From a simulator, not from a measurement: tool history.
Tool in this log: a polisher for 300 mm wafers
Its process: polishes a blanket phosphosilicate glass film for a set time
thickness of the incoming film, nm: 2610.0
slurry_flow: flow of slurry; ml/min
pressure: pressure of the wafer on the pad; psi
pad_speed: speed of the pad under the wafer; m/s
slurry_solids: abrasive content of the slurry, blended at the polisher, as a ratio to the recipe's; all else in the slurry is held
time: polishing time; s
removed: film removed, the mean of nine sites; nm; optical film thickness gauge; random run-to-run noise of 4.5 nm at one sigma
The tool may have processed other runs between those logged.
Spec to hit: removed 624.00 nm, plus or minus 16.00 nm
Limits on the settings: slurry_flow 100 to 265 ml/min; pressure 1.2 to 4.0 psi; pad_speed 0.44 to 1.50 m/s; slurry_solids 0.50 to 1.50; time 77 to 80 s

| run | day | slurry_flow | pressure | pad_speed | slurry_solids | time | removed |
|---|---|---|---|---|---|---|---|
| 1 | 0.000 | 170 | 2.6 | 0.96 | 1.00 | 77 | 474.07 |
| 2 | 0.329 | 175 | 2.7 | 0.96 | 1.00 | 77 | 489.98 |
| 3 | 0.371 | 175 | 3.0 | 0.96 | 1.00 | 77 | 539.24 |
| 4 | 0.708 | 175 | 3.0 | 0.96 | 0.85 | 77 | 521.26 |
| 5 | 0.771 | 180 | 3.1 | 0.96 | 0.85 | 77 | 529.94 |
| 6 | 0.946 | 180 | 3.2 | 0.96 | 0.85 | 77 | 548.66 |
| 7 | 1.229 | 180 | 3.3 | 0.96 | 0.85 | 77 | 570.36 |
| 8 | 1.312 | 185 | 3.4 | 0.96 | 0.85 | 77 | 597.94 |
| 9 | 1.462 | 195 | 3.4 | 0.96 | 0.85 | 77 | 595.81 |

Which single option among these 4 for the next run brings every result within its allowed miss of target? Just one does.
| A | 1.612 | 210 | 3.4 | 0.90 | 0.85 | 78 | ? |
| B | 1.612 | 170 | 3.4 | 0.98 | 0.90 | 79 | ? |
| C | 1.612 | 180 | 2.6 | 1.18 | 0.80 | 80 | ? |
| D | 1.612 | 210 | 3.0 | 1.02 | 0.90 | 77 | ? |

| move | removed |
|---|---|
| A | 574.53 |
| B | 616.51 |
| C | 542.40 |
| D | 564.66 |
A: the biggest miss grows against the last run
B: every result lands within tolerance
C: the biggest miss grows against the last run
D: the biggest miss grows against the last run
So the answer is move B, the one that meets all the targets.

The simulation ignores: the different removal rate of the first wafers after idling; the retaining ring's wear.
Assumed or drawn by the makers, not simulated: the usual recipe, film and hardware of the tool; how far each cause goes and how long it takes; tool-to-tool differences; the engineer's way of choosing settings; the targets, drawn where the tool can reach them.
